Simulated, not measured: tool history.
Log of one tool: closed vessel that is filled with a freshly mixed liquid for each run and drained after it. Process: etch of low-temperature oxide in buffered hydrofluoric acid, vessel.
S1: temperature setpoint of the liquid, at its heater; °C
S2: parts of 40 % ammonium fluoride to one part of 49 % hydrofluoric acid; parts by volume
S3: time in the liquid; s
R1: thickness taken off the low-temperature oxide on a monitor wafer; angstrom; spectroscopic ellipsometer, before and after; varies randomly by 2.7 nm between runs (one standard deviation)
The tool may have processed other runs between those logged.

| run | day | S1 | S2 | S3 | R1 |
|---|---|---|---|---|---|
| 1 | 0.000 | 22.0 | 8 | 100 | 2803.0 |
| 2 | 0.175 | 19.0 | 8 | 100 | 2414.5 |
| 3 | 0.483 | 20.0 | 8 | 100 | 2529.1 |
| 4 | 0.846 | 21.0 | 8 | 100 | 2634.0 |
| 5 | 1.054 | 21.5 | 8 | 100 | 2742.5 |
| 6 | 1.246 | 22.0 | 8 | 100 | 2835.4 |

What does the tool deliver on the next run?
| 7 | 1.504 | 22.0 | 8 | 100 | ? |

R1: 2805.3 angstrom

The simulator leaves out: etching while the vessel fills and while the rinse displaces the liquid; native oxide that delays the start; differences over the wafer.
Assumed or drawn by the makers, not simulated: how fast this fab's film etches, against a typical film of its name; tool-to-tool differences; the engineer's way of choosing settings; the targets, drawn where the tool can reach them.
